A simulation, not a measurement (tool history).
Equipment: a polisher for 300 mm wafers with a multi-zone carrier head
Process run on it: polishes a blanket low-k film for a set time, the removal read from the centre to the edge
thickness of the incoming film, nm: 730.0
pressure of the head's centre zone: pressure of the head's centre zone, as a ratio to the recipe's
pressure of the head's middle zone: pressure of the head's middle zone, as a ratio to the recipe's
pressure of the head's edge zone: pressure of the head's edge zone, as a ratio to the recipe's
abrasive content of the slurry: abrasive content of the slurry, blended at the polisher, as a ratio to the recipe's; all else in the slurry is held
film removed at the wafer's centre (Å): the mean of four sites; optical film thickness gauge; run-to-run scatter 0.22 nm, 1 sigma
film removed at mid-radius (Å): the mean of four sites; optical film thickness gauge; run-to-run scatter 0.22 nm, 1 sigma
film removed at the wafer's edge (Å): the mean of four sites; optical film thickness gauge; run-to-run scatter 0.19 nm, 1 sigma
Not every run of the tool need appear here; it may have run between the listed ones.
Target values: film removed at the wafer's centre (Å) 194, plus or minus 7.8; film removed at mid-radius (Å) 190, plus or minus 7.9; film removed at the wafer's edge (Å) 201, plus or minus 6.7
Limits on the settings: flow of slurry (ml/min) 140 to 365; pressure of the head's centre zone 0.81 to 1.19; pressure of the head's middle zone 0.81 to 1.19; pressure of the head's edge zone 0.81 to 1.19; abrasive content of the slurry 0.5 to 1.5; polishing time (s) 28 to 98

run	hour	flow of slurry (ml/min)	pressure of the head's centre zone	pressure of the head's middle zone	pressure of the head's edge zone	abrasive content of the slurry	polishing time (s)	film removed at the wafer's centre (Å)	film removed at mid-radius (Å)	film removed at the wafer's edge (Å)
1	0	235	1	1	1	1	63	253.54	252.25	252.97
2	3.2	235	1.08	1	1	1	63	270.49	248.41	253.49
3	7	235	1.08	1	1.05	1	63	272.65	253.58	260.19
4	13.1	235	1.04	1	1.05	1	63	261.12	246.4	260.61
5	14.9	235	1.04	1	0.97	1	63	265	248.71	249.07
6	23.7	235	1.04	1	0.97	1.1	63	270.51	261.82	261.9
7	30.8	230	1.02	0.99	0.96	1.05	63	262.28	247.36	258.2
8	34.4	230	1.01	0.99	0.96	1	63	254.74	249.38	250.35
9	37.1	230	1.01	0.99	0.96	1	63	252.15	249.06	249.05
10	43.7	230	1	0.98	0.96	0.95	63	241.87	232.77	243.62
11	46.7	230	0.99	0.98	0.95	0.9	63	236.01	235.06	233.01
12	52.1	230	0.98	0.97	0.94	0.9	63	231.22	228.72	231.69
13	56.4	230	0.97	0.96	0.93	0.9	63	228.67	223.91	232.01
14	63.7	230	0.96	0.96	0.92	0.9	63	230.95	228.43	227.39
15	66	225	0.95	0.95	0.92	0.9	63	224.85	230.29	232.62
16	67.8	225	0.95	0.94	0.92	0.85	63	219.3	217.71	224.96
17	76.8	205	0.89	0.88	0.82	0.7	63	175.87	184.13	188.49
18	84.8	210	0.89	0.88	0.83	0.7	63	185.1	184.03	190.69

Which one of the following 4 next-run settings gets every result inside its allowed miss? There is exactly one.
A	92.8	190	0.85	0.89	0.89	0.7	66	?	?	?
B	92.8	305	1.01	0.84	0.81	0.6	64	?	?	?
C	92.8	265	0.9	0.88	0.81	0.7	60	?	?	?
D	92.8	250	0.9	0.83	0.82	0.8	61	?	?	?

move	film removed at the wafer's centre (Å)	film removed at mid-radius (Å)	film removed at the wafer's edge (Å)
A	174.39	190.97	202.51
B	193.54	169.96	177.92
C	175.22	178.91	181.65
D	190.97	187.3	199.64
A: brings the result that was furthest off to its target, and leaves another outside
B: its largest miss is bigger than the last run's
C: its largest miss is bigger than the last run's
D: meets every target
Answer: D
